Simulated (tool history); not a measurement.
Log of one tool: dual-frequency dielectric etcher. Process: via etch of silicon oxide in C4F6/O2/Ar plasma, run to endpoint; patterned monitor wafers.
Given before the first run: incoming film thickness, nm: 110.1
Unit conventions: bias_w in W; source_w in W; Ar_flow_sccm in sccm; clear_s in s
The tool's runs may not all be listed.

{"run": 1, "day": 0.0, "bias_w": 637, "source_w": 260, "Ar_flow_sccm": 251, "clear_s": 27.858}
{"run": 2, "day": 0.25, "bias_w": 685, "source_w": 270, "Ar_flow_sccm": 250, "clear_s": 27.097}
{"run": 3, "day": 0.317, "bias_w": 722, "source_w": 280, "Ar_flow_sccm": 246, "clear_s": 25.85}
{"run": 4, "day": 0.492, "bias_w": 753, "source_w": 280, "Ar_flow_sccm": 246, "clear_s": 25.66}
{"run": 5, "day": 0.771, "bias_w": 753, "source_w": 280, "Ar_flow_sccm": 224, "clear_s": 25.159}
{"run": 6, "day": 0.838, "bias_w": 753, "source_w": 300, "Ar_flow_sccm": 224, "clear_s": 24.828}
{"run": 7, "day": 0.917, "bias_w": 773, "source_w": 300, "Ar_flow_sccm": 224, "clear_s": 24.338}
{"run": 8, "day": 1.233, "bias_w": 787, "source_w": 300, "Ar_flow_sccm": 224, "clear_s": 24.33}

The next listed run, before its measurement:
{"run": 9, "day": 1.354, "bias_w": 801, "source_w": 300, "Ar_flow_sccm": 224, "clear_s": "?"}

clear_s: 23.955 s
